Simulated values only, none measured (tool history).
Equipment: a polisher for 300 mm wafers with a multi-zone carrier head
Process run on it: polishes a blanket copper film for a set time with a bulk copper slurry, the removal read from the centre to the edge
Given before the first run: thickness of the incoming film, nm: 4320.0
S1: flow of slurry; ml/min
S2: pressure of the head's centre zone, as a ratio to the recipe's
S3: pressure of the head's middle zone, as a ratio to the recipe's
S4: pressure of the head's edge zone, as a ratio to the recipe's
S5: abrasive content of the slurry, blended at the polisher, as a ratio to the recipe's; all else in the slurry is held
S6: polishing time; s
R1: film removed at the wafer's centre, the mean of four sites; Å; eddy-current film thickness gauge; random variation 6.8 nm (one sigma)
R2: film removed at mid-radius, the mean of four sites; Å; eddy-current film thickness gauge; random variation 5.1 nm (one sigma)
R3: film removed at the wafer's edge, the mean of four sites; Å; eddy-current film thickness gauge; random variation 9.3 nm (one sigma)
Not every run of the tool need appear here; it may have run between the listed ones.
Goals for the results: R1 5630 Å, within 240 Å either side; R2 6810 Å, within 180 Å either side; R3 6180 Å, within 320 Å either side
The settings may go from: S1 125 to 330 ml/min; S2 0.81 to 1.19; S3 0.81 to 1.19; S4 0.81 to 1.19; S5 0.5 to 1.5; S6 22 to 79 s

run,day,S1,S2,S3,S4,S5,S6,R1,R2,R3
1,0,210,1,1,1,1,50,6821.5,7010.5,6906.7
2,0.212,200,0.97,1.01,0.98,0.95,50,6353.9,7020,6764.2
3,0.442,195,0.96,1.01,0.96,0.9,50,6329.2,6837.8,6576.9
4,0.788,195,0.91,1.01,0.96,0.9,50,5899.6,6880,6479.4
5,0.975,195,0.91,0.93,0.96,0.9,50,5911.7,6418.2,6329.4
6,1.038,165,0.91,0.93,0.96,0.9,50,5812.1,6308.5,6436.5
7,1.325,175,0.9,0.94,0.95,0.9,50,5667.4,6320.5,6235.9
8,1.471,185,0.89,0.95,0.94,0.9,50,5725.9,6486.2,6502.1
9,1.796,185,0.89,0.95,0.94,0.9,50,5701.4,6443.9,6622.8
10,1.879,185,0.89,0.96,0.96,0.85,50,5511.1,6434.2,6438.1
11,2.079,195,0.89,0.98,0.94,0.85,50,5565.7,6601.9,6545.7
12,2.354,190,0.91,1.01,0.94,0.85,49,5755.8,6605.3,6093.7

Which of these 5 next moves meets every target?
A,2.629,255,0.9,1.04,0.93,0.85,47,?,?,?
B,2.629,170,1.1,1,0.88,0.65,50,?,?,?
C,2.629,215,0.92,1.01,0.91,0.75,54,?,?,?
D,2.629,195,0.99,1.08,0.92,0.75,45,?,?,?
E,2.629,145,1.02,1.03,0.9,0.9,48,?,?,?

move,R1,R2,R3
A,5750.7,6756.5,6089.9
B,6560.9,6155,5691.1
C,6403.5,7201.3,6628
D,5644.4,6255.2,5484.4
E,6042.7,6293.4,5784.5
A: in spec on every target
B: misses by more than the last run did
C: the result that was furthest off in the last run now lies on the other side of its target
D: misses by more than the last run did
E: misses by more than the last run did
The move that meets every target is A.

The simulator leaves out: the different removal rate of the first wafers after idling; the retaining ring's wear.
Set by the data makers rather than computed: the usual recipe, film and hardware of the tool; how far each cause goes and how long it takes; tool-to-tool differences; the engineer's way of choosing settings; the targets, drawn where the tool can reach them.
